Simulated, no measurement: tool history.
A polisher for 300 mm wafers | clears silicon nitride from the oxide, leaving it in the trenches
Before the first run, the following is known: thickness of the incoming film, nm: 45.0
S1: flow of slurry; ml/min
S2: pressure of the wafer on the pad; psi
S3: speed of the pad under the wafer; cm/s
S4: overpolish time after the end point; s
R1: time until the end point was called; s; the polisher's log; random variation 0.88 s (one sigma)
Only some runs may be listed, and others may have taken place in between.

run,hour,S1,S2,S3,S4,R1
1,0.0,275,2.1,76,50,81.344
2,4.8,320,2.1,76,50,77.213
3,11.8,275,2.1,76,50,81.117
4,19.5,280,2.3,76,50,76.184
5,25.5,280,2.3,86,50,65.179
6,33.6,285,2.4,86,50,64.474
7,34.5,285,2.5,86,50,60.424
8,40.5,290,2.6,86,50,56.874
9,44.2,295,2.6,86,50,58.412
10,52.1,295,2.6,86,50,58.254
11,53.6,295,2.7,86,50,58.382

Run 12 has not been measured yet. What should we expect?
12,56.9,295,2.8,86,50,?

{"run 12": {"R1": 53.757}}
